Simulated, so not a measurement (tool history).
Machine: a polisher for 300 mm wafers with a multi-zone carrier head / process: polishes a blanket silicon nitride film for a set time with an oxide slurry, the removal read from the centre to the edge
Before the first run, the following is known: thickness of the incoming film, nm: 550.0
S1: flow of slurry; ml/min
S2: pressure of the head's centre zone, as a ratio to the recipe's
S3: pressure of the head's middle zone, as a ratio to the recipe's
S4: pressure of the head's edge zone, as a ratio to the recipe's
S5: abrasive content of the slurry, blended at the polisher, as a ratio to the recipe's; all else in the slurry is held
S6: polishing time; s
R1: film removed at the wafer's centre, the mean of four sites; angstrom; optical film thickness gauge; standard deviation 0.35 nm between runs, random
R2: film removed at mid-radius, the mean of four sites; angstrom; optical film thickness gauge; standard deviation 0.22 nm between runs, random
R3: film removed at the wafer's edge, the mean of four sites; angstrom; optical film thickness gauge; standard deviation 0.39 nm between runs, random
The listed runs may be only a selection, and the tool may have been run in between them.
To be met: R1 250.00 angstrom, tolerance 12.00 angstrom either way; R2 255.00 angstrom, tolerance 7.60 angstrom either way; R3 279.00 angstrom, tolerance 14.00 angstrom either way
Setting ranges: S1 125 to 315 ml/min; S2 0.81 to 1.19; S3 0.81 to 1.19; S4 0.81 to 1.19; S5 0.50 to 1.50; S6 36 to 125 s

run  hour   S1    S2    S3    S4    S5  S6      R1      R2      R3
  1   0.0  205  1.00  1.00  1.00  1.00  80  319.73  320.34  331.69
  2   5.5  205  1.00  1.00  1.00  1.00  96  372.26  389.02  395.94
  3  12.9  205  1.00  1.00  1.05  1.00  96  372.92  393.19  393.79
  4  18.0  180  1.00  1.00  1.05  1.00  96  366.33  375.03  403.25
  5  24.7  195  0.98  0.97  1.05  0.90  94  349.93  360.51  380.11
  6  32.6  195  0.97  0.96  1.05  0.80  90  321.84  328.54  353.73
  7  39.7  200  0.96  0.95  1.05  0.75  87  310.34  308.61  334.43
  8  45.0  200  0.94  0.95  1.05  0.70  85  285.31  292.21  310.44
  9  49.8  195  0.93  0.94  1.04  0.65  85  279.74  281.21  310.79
 10  57.5  195  0.93  0.94  1.04  0.65  85  269.84  286.88  318.89
 11  59.8  200  0.93  0.94  1.04  0.60  84  262.20  271.34  306.63
 12  68.1  200  0.93  0.94  1.04  0.60  84  266.25  272.80  297.78

4 candidate next runs follow, results not yet known. Just one meets every target within its allowed miss. Identify it.
  A  76.4  140  0.94  0.81  1.03  0.55  93   ?   ?   ?
  B  76.4  160  0.93  0.92  0.94  0.50  86   ?   ?   ?
  C  76.4  245  0.96  1.04  0.97  0.60  75   ?   ?   ?
  D  76.4  175  0.96  0.82  1.09  0.65  87   ?   ?   ?

move      R1      R2      R3
   A  271.44  246.40  313.59
   B  249.28  253.02  277.71
   C  254.06  274.55  269.97
   D  285.48  254.83  324.38
A: pushes the last run's worst result past its target
B: in spec on every target
C: lands further from the targets than the last run did
D: the furthest-off result lands on target, but another misses its tolerance
The move that meets every target is B.
